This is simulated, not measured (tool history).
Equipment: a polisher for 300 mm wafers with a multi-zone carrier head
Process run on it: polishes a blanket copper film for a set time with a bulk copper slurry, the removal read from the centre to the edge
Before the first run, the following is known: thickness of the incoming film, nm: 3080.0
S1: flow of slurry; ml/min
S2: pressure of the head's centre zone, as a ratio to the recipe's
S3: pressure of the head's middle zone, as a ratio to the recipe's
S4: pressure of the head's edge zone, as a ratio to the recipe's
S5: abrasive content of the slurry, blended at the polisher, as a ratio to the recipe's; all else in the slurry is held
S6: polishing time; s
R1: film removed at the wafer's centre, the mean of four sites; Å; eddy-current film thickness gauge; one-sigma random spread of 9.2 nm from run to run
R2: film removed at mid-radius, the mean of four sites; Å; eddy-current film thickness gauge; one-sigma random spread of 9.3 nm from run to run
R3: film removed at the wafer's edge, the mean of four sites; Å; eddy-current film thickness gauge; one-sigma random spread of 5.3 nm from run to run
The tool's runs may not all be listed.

run    day   S1    S2    S3    S4    S5  S6      R1      R2      R3
  1  0.000  145  1.00  1.00  1.00  1.00  51  4528.1  4423.1  4413.9
  2  0.362  150  1.02  1.02  1.02  1.10  52  4729.5  4854.0  4755.4
  3  0.417  150  1.02  1.02  1.02  1.20  52  4927.9  4806.0  4820.4
  4  0.604  160  1.05  1.04  1.04  1.25  52  5057.6  4871.6  4876.9
  5  0.800  160  1.10  1.04  1.04  1.25  52  5178.2  4908.1  4971.9
  6  0.929  160  1.05  1.04  1.04  1.25  52  5051.5  5032.0  4828.0
  7  1.217  160  1.05  1.04  1.04  1.25  52  4973.7  4888.0  4916.9

Run 8 comes next. What will it give?
  8  1.283  160  1.07  1.05  1.03  1.30  54   ?   ?   ?

For run 8 the tool returned R1 5403.6 Å, R2 5152.8 Å, R3 5140.9 Å.
